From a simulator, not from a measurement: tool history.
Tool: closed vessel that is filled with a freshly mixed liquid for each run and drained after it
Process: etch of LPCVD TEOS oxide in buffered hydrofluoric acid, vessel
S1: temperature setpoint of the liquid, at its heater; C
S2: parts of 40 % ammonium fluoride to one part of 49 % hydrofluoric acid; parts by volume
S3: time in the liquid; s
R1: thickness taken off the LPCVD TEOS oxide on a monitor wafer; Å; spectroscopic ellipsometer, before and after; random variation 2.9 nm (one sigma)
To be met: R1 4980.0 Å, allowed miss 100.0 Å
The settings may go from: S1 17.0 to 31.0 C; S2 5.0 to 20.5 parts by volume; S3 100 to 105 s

run  hour    S1    S2   S3      R1
  1   0.0  23.0  12.5  100  2596.6
  2   1.3  25.5  11.5  100  3229.1
  3   9.9  25.5  13.0  100  2846.7
  4  15.9  27.0  12.0  100  3360.0
  5  24.4  28.0  11.5  100  3685.1
  6  30.5  29.5  11.5  100  4006.1
  7  39.4  30.0  11.0  100  4284.3
  8  41.3  30.5  10.5  100  4604.8

Which of these 4 next moves meets every target?
  A  43.2  28.5  10.0  100   ?
  B  43.2  31.0  10.5  105   ?
  C  43.2  29.5  10.5  100   ?
  D  43.2  29.0  10.5  105   ?

move      R1
   A  4334.6
   B  4949.8
   C  4358.0
   D  4456.9
A: further off than the last run
B: meets every target
C: further off than the last run
D: further off than the last run
Answer: B
